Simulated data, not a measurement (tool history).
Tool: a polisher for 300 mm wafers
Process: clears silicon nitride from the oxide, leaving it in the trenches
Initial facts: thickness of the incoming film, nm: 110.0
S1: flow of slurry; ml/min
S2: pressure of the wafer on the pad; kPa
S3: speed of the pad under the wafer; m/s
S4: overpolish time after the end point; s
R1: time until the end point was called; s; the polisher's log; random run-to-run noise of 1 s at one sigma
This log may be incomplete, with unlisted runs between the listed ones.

run	day	S1	S2	S3	S4	R1
1	0.000	250	18.6	1.22	26	121.33
2	0.292	250	14.5	1.22	26	159.54
3	0.571	250	14.5	1.22	26	158.04
4	0.925	215	14.5	1.22	26	160.76
5	1.133	215	17.2	1.22	26	132.86
6	1.233	215	19.3	1.22	26	118.39

Run 7, settings as shown, results not yet in. Your forecast:
7	1.479	215	21.4	1.22	26	?

{"run 7": {"R1": 109.33}}
